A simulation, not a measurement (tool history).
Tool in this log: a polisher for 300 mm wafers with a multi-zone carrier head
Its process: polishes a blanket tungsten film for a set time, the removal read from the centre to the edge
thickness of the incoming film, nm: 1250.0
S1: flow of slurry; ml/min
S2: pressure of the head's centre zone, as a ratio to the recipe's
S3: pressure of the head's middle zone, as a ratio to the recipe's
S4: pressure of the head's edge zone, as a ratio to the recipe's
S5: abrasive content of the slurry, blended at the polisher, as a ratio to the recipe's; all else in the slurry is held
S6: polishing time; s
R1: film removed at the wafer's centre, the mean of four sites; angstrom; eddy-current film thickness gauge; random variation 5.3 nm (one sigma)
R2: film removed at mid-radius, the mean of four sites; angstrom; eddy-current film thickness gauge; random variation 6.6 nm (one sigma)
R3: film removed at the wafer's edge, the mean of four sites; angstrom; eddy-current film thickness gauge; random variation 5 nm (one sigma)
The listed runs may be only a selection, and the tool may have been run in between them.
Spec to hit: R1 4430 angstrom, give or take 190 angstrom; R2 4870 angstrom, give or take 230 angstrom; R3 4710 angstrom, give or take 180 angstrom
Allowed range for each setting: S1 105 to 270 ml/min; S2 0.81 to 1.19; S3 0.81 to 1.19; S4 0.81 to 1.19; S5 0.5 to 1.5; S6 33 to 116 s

run	hour	S1	S2	S3	S4	S5	S6	R1	R2	R3
1	0	175	1	1	1	1	74	3241	3195.9	3122.3
2	7.2	175	1	1	1	1.2	74	3363.1	3216.4	3233.8
3	12.7	205	1	1	1	1.2	74	3492.8	3383	3353.2
4	14.7	215	0.99	1.03	1.03	1.3	78	3671.7	3744.7	3652
5	15.8	215	1.07	1.03	1.03	1.3	78	3997.5	3638.5	3594.2
6	22.8	215	1.07	1.03	1.03	1.5	78	4078.5	3820.1	3692.5
7	29.2	220	1.04	1.04	1.06	1.5	82	4195.5	4095.7	4000
8	36.2	225	1.02	1.05	1.08	1.5	84	4176.8	4233.5	4124.7
9	42.6	230	1.01	1.06	1.09	1.5	86	4272.2	4394.2	4273.3
10	44.7	235	1	1.07	1.1	1.5	88	4333.1	4470.3	4415.9
11	51.7	235	0.99	1.08	1.1	1.5	89	4402.5	4566.5	4514.3
12	53.3	240	0.98	1.1	1.1	1.5	90	4465.5	4733.3	4437.7

Of the 4 settings listed for the next run, only one would bring every result within its allowed miss of target. Which one?
A	54.9	260	0.94	0.96	1.11	1.5	94	?	?	?
B	54.9	245	0.96	0.99	1.18	1.5	91	?	?	?
C	54.9	230	0.94	1.08	1.11	1.5	96	?	?	?
D	54.9	270	1.07	1.19	1	1.35	87	?	?	?

move	R1	R2	R3
A	4453.5	4446.7	4765.1
B	4373.9	4388.8	4736.1
C	4484.8	4950.9	4810
D	4611.6	4840.8	4087.4
A: brings the result that was furthest off to its target, and leaves another outside
B: brings the result that was furthest off to its target, and leaves another outside
C: meets every target
D: further off than the last run
Move C is the one to make.
